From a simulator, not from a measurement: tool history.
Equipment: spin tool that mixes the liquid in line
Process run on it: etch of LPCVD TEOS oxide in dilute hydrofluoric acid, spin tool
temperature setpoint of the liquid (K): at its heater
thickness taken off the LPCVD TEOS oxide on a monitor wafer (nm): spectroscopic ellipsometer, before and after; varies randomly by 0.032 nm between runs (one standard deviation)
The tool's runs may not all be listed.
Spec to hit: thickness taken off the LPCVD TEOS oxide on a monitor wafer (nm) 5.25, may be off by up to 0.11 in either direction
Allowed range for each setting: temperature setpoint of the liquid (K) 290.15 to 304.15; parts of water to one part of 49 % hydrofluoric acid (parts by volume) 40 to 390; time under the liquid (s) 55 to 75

run,hour,temperature setpoint of the liquid (K),parts of water to one part of 49 % hydrofluoric acid (parts by volume),time under the liquid (s),thickness taken off the LPCVD TEOS oxide on a monitor wafer (nm)
1,0,296.15,215,75,9.0599
2,0.5,297.65,215,75,9.6978
3,8.5,297.65,275,75,7.0908
4,14.6,297.65,275,75,7.0739
5,16,296.65,275,75,6.9319
6,24.3,298.65,275,75,7.3771
7,30.5,297.15,275,75,7.0497
8,37.7,296.15,275,75,6.6337
9,44.6,295.15,275,75,6.4795
10,47.2,294.65,275,75,6.3779
11,53.1,294.15,275,75,6.2682
12,56.1,293.65,275,75,6.1646
13,61.1,293.15,275,75,6.0332

Which one of the following 5 next-run settings gets every result inside its allowed miss? There is exactly one.
A,66.1,292.15,240,55,?
B,66.1,298.15,275,55,?
C,66.1,295.15,250,75,?
D,66.1,292.65,235,70,?
E,66.1,294.15,235,75,?

move,thickness taken off the LPCVD TEOS oxide on a monitor wafer (nm)
A,5.0196
B,5.2712
C,7.2822
D,6.681
E,7.575
A: moves the result that the last run missed by most past its target, out the other side
B: all results land within tolerance of their targets
C: lands further from the targets than the last run did
D: lands further from the targets than the last run did
E: lands further from the targets than the last run did
B is the move that brings every result within its allowed miss.
